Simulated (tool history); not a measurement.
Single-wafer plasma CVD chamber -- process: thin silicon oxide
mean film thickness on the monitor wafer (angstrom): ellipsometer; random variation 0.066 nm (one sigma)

run,hour,heater temperature setpoint (deg C),chamber pressure (mTorr),RF power (W),deposition time (s),mean film thickness on the monitor wafer (angstrom)
1,0,410,996,345,9.09,214.24
2,4.6,410,886,345,9.09,200.58
3,8.4,410,722,345,9.09,179.99
4,14.3,410,722,345,9.39,186.28
5,20.7,410,880,350,9.39,208.56
6,27.4,410,880,350,9.09,202.76
7,28.7,410,994,350,9.09,217.13
8,30.9,410,1074,350,9.09,223.9
9,35.6,410,1150,350,9.09,231.23

What does the tool deliver on the next run?
10,40.7,410,1212,350,9.09,?

Run 10 yielded mean film thickness on the monitor wafer (angstrom) 237.25.

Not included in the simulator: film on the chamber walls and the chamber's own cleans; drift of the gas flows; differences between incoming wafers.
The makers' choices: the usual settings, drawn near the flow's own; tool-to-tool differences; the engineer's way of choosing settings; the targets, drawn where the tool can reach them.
